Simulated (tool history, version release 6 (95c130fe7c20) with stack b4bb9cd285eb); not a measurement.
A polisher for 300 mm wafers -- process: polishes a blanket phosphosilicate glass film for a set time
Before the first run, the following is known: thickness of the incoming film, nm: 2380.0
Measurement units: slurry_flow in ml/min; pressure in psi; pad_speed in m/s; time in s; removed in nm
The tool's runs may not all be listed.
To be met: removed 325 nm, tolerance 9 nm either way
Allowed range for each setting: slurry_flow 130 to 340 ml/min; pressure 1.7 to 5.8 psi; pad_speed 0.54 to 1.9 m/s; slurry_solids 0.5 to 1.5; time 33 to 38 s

Run 1, hour 0: slurry_flow 220 ml/min, pressure 3.7 psi, pad_speed 1.22 m/s, slurry_solids 1, time 38 s. Result: removed 269.36 nm.
Run 2, hour 0.8: slurry_flow 250 ml/min, pressure 3.7 psi, pad_speed 1.22 m/s, slurry_solids 1, time 38 s. Result: removed 274.22 nm.
Run 3, hour 4.6: slurry_flow 230 ml/min, pressure 3.7 psi, pad_speed 1.22 m/s, slurry_solids 1, time 38 s. Result: removed 272.76 nm.
Run 4, hour 11.6: slurry_flow 230 ml/min, pressure 4.3 psi, pad_speed 1.22 m/s, slurry_solids 1, time 38 s. Result: removed 311.3 nm.
At hour 18.2: conditioning disc replaced and pad reconditioned.
Run 5, hour 18.2: slurry_flow 235 ml/min, pressure 4.3 psi, pad_speed 1.22 m/s, slurry_solids 1, time 38 s. Result: removed 432.98 nm.
Run 6, hour 19.4: slurry_flow 235 ml/min, pressure 4 psi, pad_speed 1.22 m/s, slurry_solids 1, time 38 s. Result: removed 405.2 nm.
Run 7, hour 26.3: slurry_flow 220 ml/min, pressure 3 psi, pad_speed 1.2 m/s, slurry_solids 1, time 38 s. Result: removed 298.54 nm.
Run 8, hour 32.5: slurry_flow 205 ml/min, pressure 3.1 psi, pad_speed 1.2 m/s, slurry_solids 1, time 38 s. Result: removed 303.67 nm.
Run 9, hour 37.4: slurry_flow 200 ml/min, pressure 3.1 psi, pad_speed 1.2 m/s, slurry_solids 1, time 38 s. Result: removed 307.72 nm.
Run 10, hour 39.3: slurry_flow 195 ml/min, pressure 3.1 psi, pad_speed 1.2 m/s, slurry_solids 1, time 38 s. Result: removed 305.93 nm.
Run 11, hour 41.8: slurry_flow 190 ml/min, pressure 3.1 psi, pad_speed 1.2 m/s, slurry_solids 1, time 38 s. Result: removed 303.19 nm.
Run 12, hour 46.4: slurry_flow 180 ml/min, pressure 3.1 psi, pad_speed 1.2 m/s, slurry_solids 1, time 38 s. Result: removed 298.76 nm.
Run 13, hour 53.2: slurry_flow 175 ml/min, pressure 3.2 psi, pad_speed 1.2 m/s, slurry_solids 1, time 38 s. Result: removed 309.1 nm.
Run 14, hour 59.2: slurry_flow 165 ml/min, pressure 3.2 psi, pad_speed 1.2 m/s, slurry_solids 1, time 38 s. Result: removed 304.42 nm.

Exercise: of the 5 proposed moves below, exactly one satisfies all targets within the stated allowed misses. Which move is it?
Run A, hour 65.2: slurry_flow 130 ml/min, pressure 3.7 psi, pad_speed 1.22 m/s, slurry_solids 0.85, time 34 s. Result: removed ?.
Run B, hour 65.2: slurry_flow 220 ml/min, pressure 4 psi, pad_speed 1.12 m/s, slurry_solids 1, time 35 s. Result: removed ?.
Run C, hour 65.2: slurry_flow 210 ml/min, pressure 3.6 psi, pad_speed 1.46 m/s, slurry_solids 0.95, time 34 s. Result: removed ?.
Run D, hour 65.2: slurry_flow 165 ml/min, pressure 3.1 psi, pad_speed 1.1 m/s, slurry_solids 1.05, time 38 s. Result: removed ?.
Run E, hour 65.2: slurry_flow 155 ml/min, pressure 3.7 psi, pad_speed 1.06 m/s, slurry_solids 1.05, time 37 s. Result: removed ?.

move  removed
   A   278.72
   B   340.19
   C   350.83
   D    284.7
   E   318.02
A: further off than the last run
B: takes the result that was furthest off past its target
C: takes the result that was furthest off past its target
D: further off than the last run
E: every result lands within tolerance
The right move is E.
